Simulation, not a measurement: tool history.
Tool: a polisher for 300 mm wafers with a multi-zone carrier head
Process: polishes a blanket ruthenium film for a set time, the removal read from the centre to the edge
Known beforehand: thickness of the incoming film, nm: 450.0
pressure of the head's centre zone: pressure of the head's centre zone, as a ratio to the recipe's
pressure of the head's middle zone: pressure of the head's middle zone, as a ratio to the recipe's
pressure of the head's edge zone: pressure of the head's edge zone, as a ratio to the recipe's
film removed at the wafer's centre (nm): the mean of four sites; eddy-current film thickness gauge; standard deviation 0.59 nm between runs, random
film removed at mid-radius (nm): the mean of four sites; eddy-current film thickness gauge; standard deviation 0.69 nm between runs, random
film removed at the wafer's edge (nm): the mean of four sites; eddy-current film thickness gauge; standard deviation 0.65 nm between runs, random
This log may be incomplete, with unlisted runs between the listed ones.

| run | hour | flow of slurry (ml/min) | pressure of the head's centre zone | pressure of the head's middle zone | pressure of the head's edge zone | polishing time (s) | film removed at the wafer's centre (nm) | film removed at mid-radius (nm) | film removed at the wafer's edge (nm) |
|---|---|---|---|---|---|---|---|---|---|
| 1 | 0 | 125 | 1 | 1 | 1 | 51 | 61.756 | 61.141 | 58.698 |
| 2 | 2.9 | 125 | 1 | 1 | 1.04 | 51 | 59.15 | 59.304 | 59.921 |
| 3 | 7.3 | 120 | 1 | 0.99 | 1.04 | 51 | 60.727 | 59.154 | 60.457 |
| 4 | 12.8 | 120 | 0.99 | 0.98 | 1.04 | 50 | 57.902 | 56.761 | 59.178 |
| 5 | 15.2 | 120 | 0.99 | 1.07 | 1.04 | 50 | 60.246 | 61.713 | 60.811 |
| 6 | 16.8 | 120 | 1.07 | 1.07 | 1.04 | 50 | 64.376 | 63.198 | 60.159 |
| 7 | 17.6 | 120 | 1.05 | 1.06 | 1.04 | 50 | 62.097 | 62.24 | 59.629 |

What will run 8 give?
| 8 | 23.4 | 120 | 1.04 | 1.05 | 1.04 | 50 | ? | ? | ? |

film removed at the wafer's centre (nm): 61.972
film removed at mid-radius (nm): 62.672
film removed at the wafer's edge (nm): 58.576

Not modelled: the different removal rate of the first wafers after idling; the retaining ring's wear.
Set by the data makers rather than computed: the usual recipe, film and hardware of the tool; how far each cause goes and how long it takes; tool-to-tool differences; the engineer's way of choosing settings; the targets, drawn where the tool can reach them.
